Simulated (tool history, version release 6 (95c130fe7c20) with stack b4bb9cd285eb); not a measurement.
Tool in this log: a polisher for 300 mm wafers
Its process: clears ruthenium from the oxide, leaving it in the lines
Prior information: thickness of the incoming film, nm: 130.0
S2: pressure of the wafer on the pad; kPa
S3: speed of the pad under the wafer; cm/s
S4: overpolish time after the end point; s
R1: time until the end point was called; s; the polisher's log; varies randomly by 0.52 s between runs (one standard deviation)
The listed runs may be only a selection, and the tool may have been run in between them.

run 1 hour=0.0 | flow_of_slurry_(ml/min)=195 S2=17.2 S3=106 S4=16 | R1=79.133
run 2 hour=8.6 | flow_of_slurry_(ml/min)=195 S2=17.2 S3=106 S4=12 | R1=78.512
run 3 hour=15.3 | flow_of_slurry_(ml/min)=195 S2=20.0 S3=106 S4=12 | R1=70.236
run 4 hour=18.9 | flow_of_slurry_(ml/min)=200 S2=22.1 S3=110 S4=12 | R1=61.680
run 5 hour=23.1 | flow_of_slurry_(ml/min)=200 S2=22.1 S3=110 S4=12 | R1=62.714
run 6 hour=31.2 | flow_of_slurry_(ml/min)=200 S2=22.1 S3=110 S4=16 | R1=62.582
run 7 hour=36.8 | flow_of_slurry_(ml/min)=200 S2=22.1 S3=110 S4=16 | R1=62.073
run 8 hour=41.2 | flow_of_slurry_(ml/min)=200 S2=23.4 S3=114 S4=16 | R1=58.170

What will run 9 give?
run 9 hour=43.8 | flow_of_slurry_(ml/min)=205 S2=24.1 S3=118 S4=16 | R1=?

R1: 54.882 s

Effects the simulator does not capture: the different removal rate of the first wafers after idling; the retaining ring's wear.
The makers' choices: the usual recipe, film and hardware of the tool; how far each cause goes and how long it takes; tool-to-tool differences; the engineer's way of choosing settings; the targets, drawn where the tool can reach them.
